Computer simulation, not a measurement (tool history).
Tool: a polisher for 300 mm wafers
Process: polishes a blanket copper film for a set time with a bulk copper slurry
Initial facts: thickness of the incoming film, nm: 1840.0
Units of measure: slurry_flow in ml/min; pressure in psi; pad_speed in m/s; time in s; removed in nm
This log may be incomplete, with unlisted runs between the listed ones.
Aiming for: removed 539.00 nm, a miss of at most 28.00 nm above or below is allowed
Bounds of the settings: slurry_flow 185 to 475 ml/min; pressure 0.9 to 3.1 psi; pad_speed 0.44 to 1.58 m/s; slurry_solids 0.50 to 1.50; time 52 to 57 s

{"run": 1, "hour": 0.0, "slurry_flow": 305, "pressure": 2.0, "pad_speed": 1.0, "slurry_solids": 1.0, "time": 57, "removed": 407.3}
{"run": 2, "hour": 2.2, "slurry_flow": 305, "pressure": 2.2, "pad_speed": 1.0, "slurry_solids": 1.0, "time": 57, "removed": 448.11}
{"run": 3, "hour": 5.8, "slurry_flow": 305, "pressure": 2.3, "pad_speed": 1.0, "slurry_solids": 1.0, "time": 57, "removed": 449.96}
{"run": 4, "hour": 12.3, "slurry_flow": 305, "pressure": 2.4, "pad_speed": 1.02, "slurry_solids": 1.0, "time": 57, "removed": 470.18}
{"run": 5, "hour": 14.5, "slurry_flow": 250, "pressure": 2.4, "pad_speed": 1.02, "slurry_solids": 1.0, "time": 57, "removed": 451.99}
{"run": 6, "hour": 17.8, "slurry_flow": 265, "pressure": 2.5, "pad_speed": 1.02, "slurry_solids": 1.0, "time": 57, "removed": 481.06}
{"run": 7, "hour": 25.3, "slurry_flow": 275, "pressure": 2.6, "pad_speed": 1.02, "slurry_solids": 1.0, "time": 57, "removed": 493.18}
{"run": 8, "hour": 28.9, "slurry_flow": 280, "pressure": 2.7, "pad_speed": 1.02, "slurry_solids": 1.0, "time": 57, "removed": 508.6}

4 candidate next runs follow, results not yet known. Just one meets every target within its allowed miss. Identify it.
{"run": "A", "hour": 32.5, "slurry_flow": 345, "pressure": 3.1, "pad_speed": 1.12, "slurry_solids": 0.85, "time": 57, "removed": "?"}
{"run": "B", "hour": 32.5, "slurry_flow": 300, "pressure": 2.7, "pad_speed": 1.02, "slurry_solids": 0.9, "time": 55, "removed": "?"}
{"run": "C", "hour": 32.5, "slurry_flow": 380, "pressure": 2.9, "pad_speed": 1.34, "slurry_solids": 0.8, "time": 54, "removed": "?"}
{"run": "D", "hour": 32.5, "slurry_flow": 280, "pressure": 2.9, "pad_speed": 1.04, "slurry_solids": 0.95, "time": 57, "removed": "?"}

move=A removed=606.47
move=B removed=485.27
move=C removed=645.82
move=D removed=543.66
A: pushes the last run's worst result past its target
B: its largest miss is bigger than the last run's
C: pushes the last run's worst result past its target
D: meets every target
Go with D: it meets all targets.
